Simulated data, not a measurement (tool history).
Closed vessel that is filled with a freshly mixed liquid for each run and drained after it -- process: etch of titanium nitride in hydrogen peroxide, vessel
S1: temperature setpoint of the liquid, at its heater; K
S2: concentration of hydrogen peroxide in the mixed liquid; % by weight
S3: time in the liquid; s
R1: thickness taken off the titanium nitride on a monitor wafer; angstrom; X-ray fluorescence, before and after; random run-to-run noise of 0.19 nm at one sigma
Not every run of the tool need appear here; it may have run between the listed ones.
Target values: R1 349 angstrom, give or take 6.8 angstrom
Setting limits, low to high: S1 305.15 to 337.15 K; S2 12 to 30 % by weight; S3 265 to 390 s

run 1 hour=0 | S1=321.15 S2=23 S3=390 | R1=195.38
run 2 hour=7.8 | S1=321.15 S2=23 S3=265 | R1=130.98
run 3 hour=12.7 | S1=321.15 S2=23 S3=390 | R1=195.39
run 4 hour=15.8 | S1=322.15 S2=23 S3=390 | R1=207.53
run 5 hour=18.6 | S1=323.15 S2=23 S3=390 | R1=223.23
run 6 hour=25.7 | S1=317.15 S2=23 S3=390 | R1=144.17
run 7 hour=32 | S1=319.15 S2=23 S3=390 | R1=167.96
run 8 hour=39.1 | S1=320.65 S2=23 S3=390 | R1=184.87
run 9 hour=40.9 | S1=322.15 S2=23 S3=390 | R1=206.41
run 10 hour=47.4 | S1=323.15 S2=23 S3=390 | R1=222.16
run 11 hour=54.8 | S1=324.15 S2=23 S3=390 | R1=240.73
run 12 hour=60.8 | S1=330.15 S2=23 S3=390 | R1=363.45

Next run, 4 choices. One meets every target within its allowed miss, the rest don't. Which?
run A hour=66.8 | S1=328.65 S2=24 S3=390 | R1=?
run B hour=66.8 | S1=330.65 S2=21.5 S3=345 | R1=?
run C hour=66.8 | S1=330.15 S2=24 S3=345 | R1=?
run D hour=66.8 | S1=334.65 S2=22 S3=275 | R1=?

move=A R1=337.34
move=B R1=334.8
move=C R1=331.22
move=D R1=352.26
A: moves the result that the last run missed by most past its target, out the other side
B: moves the result that the last run missed by most past its target, out the other side
C: moves the result that the last run missed by most past its target, out the other side
D: in spec on every target
Go with D: it meets all targets.
